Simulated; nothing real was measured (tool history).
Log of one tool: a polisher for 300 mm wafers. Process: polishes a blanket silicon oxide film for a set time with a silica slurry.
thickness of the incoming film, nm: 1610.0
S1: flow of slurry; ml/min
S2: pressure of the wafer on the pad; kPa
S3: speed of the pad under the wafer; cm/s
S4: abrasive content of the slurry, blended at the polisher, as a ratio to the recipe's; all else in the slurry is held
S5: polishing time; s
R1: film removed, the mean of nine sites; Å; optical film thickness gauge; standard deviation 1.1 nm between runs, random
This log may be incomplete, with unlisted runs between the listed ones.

| run | hour | S1 | S2 | S3 | S4 | S5 | R1 |
|---|---|---|---|---|---|---|---|
| 1 | 0.0 | 195 | 29.6 | 126 | 1.0 | 82 | 3146.1 |
| 2 | 3.3 | 195 | 29.6 | 126 | 1.0 | 87 | 3348.5 |
| 3 | 11.2 | 190 | 27.6 | 122 | 1.0 | 87 | 3016.0 |
| 4 | 15.4 | 190 | 21.4 | 122 | 1.0 | 87 | 2367.0 |
| 5 | 23.5 | 190 | 21.4 | 122 | 1.0 | 82 | 2223.5 |
| 6 | 26.1 | 185 | 20.0 | 122 | 1.0 | 82 | 2076.4 |
| 7 | 35.0 | 180 | 19.3 | 122 | 1.0 | 82 | 1998.4 |

What does the tool deliver on the next run?
| 8 | 37.7 | 175 | 18.6 | 122 | 1.0 | 82 | ? |

{"run 8": {"R1": 1919.9}}

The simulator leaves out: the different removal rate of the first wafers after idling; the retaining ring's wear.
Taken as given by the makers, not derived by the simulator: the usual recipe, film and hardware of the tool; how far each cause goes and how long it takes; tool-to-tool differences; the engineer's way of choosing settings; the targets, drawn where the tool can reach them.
